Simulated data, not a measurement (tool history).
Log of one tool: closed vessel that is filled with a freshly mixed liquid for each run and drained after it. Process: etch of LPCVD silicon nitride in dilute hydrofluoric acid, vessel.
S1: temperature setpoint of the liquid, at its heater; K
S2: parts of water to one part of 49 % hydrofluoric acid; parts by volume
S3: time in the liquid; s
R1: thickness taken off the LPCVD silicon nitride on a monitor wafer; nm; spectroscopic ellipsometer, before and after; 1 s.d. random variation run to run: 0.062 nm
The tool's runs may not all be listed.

| run | hour | S1 | S2 | S3 | R1 |
|---|---|---|---|---|---|
| 1 | 0 | 298.15 | 85 | 530 | 3.4254 |
| 2 | 4.2 | 298.15 | 65 | 530 | 4.5542 |
| 3 | 9.7 | 295.65 | 65 | 530 | 3.7835 |
| 4 | 12.3 | 295.65 | 65 | 365 | 2.6142 |
| 5 | 19.3 | 293.15 | 65 | 365 | 2.2347 |
| 6 | 23 | 296.65 | 65 | 365 | 2.8092 |
| 7 | 27.4 | 299.65 | 60 | 365 | 3.6801 |
| 8 | 32.4 | 301.65 | 55 | 365 | 4.6237 |
| 9 | 37.9 | 303.15 | 55 | 365 | 5.0667 |

The next listed run, before its measurement:
| 10 | 41.8 | 304.15 | 55 | 365 | ? |

Logged for run 10: R1 5.4348 nm.
